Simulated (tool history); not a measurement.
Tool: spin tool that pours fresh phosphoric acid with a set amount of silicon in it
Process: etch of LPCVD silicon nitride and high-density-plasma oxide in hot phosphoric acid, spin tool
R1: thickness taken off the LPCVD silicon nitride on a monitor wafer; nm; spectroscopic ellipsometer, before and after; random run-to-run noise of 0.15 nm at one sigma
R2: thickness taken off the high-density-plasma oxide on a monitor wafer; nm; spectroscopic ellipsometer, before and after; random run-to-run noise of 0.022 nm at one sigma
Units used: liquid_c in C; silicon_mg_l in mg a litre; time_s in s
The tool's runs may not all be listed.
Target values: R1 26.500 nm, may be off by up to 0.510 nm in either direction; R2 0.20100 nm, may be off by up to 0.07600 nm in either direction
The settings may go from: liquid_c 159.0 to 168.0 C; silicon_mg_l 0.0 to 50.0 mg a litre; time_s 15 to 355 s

{"run": 1, "day": 0.0, "liquid_c": 164.0, "silicon_mg_l": 30.0, "time_s": 180, "R1": 16.206, "R2": 0.23736}
{"run": 2, "day": 0.204, "liquid_c": 165.5, "silicon_mg_l": 30.0, "time_s": 180, "R1": 17.134, "R2": 0.23064}
{"run": 3, "day": 0.388, "liquid_c": 165.5, "silicon_mg_l": 30.0, "time_s": 245, "R1": 23.112, "R2": 0.28454}
{"run": 4, "day": 0.683, "liquid_c": 166.0, "silicon_mg_l": 31.5, "time_s": 245, "R1": 23.441, "R2": 0.39529}
{"run": 5, "day": 0.933, "liquid_c": 165.5, "silicon_mg_l": 34.0, "time_s": 250, "R1": 23.855, "R2": 0.35851}
{"run": 6, "day": 1.083, "liquid_c": 167.0, "silicon_mg_l": 34.0, "time_s": 250, "R1": 24.773, "R2": 0.3626}
{"run": 7, "day": 1.35, "liquid_c": 167.0, "silicon_mg_l": 36.5, "time_s": 250, "R1": 24.761, "R2": 0.35833}
{"run": 8, "day": 1.458, "liquid_c": 167.0, "silicon_mg_l": 38.5, "time_s": 255, "R1": 25.338, "R2": 0.26928}
{"day": 1.504, "done": "heated supply line repaired"}
{"run": 9, "day": 1.504, "liquid_c": 167.0, "silicon_mg_l": 39.5, "time_s": 255, "R1": 28.108, "R2": 0.37936}

Below are 5 possible settings for the next run. Only one of them brings all results inside the allowed miss of their targets. Which is it?
{"run": "A", "day": 1.55, "liquid_c": 164.5, "silicon_mg_l": 30.0, "time_s": 275, "R1": "?", "R2": "?"}
{"run": "B", "day": 1.55, "liquid_c": 165.5, "silicon_mg_l": 21.5, "time_s": 255, "R1": "?", "R2": "?"}
{"run": "C", "day": 1.55, "liquid_c": 167.0, "silicon_mg_l": 47.0, "time_s": 245, "R1": "?", "R2": "?"}
{"run": "D", "day": 1.55, "liquid_c": 164.5, "silicon_mg_l": 29.5, "time_s": 265, "R1": "?", "R2": "?"}
{"run": "E", "day": 1.55, "liquid_c": 165.0, "silicon_mg_l": 49.5, "time_s": 245, "R1": "?", "R2": "?"}

move=A R1=27.371 R2=0.42171
move=B R1=26.227 R2=0.56334
move=C R1=26.463 R2=0.18810
move=D R1=26.375 R2=0.41450
move=E R1=24.789 R2=0.16284
A: nearer the targets than the last run, but a result is still out of spec
B: the furthest-off result lands on target, but another misses its tolerance
C: in spec on every target
D: the furthest-off result lands on target, but another misses its tolerance
E: pushes the last run's worst result past its target
Go with C: it meets all targets.

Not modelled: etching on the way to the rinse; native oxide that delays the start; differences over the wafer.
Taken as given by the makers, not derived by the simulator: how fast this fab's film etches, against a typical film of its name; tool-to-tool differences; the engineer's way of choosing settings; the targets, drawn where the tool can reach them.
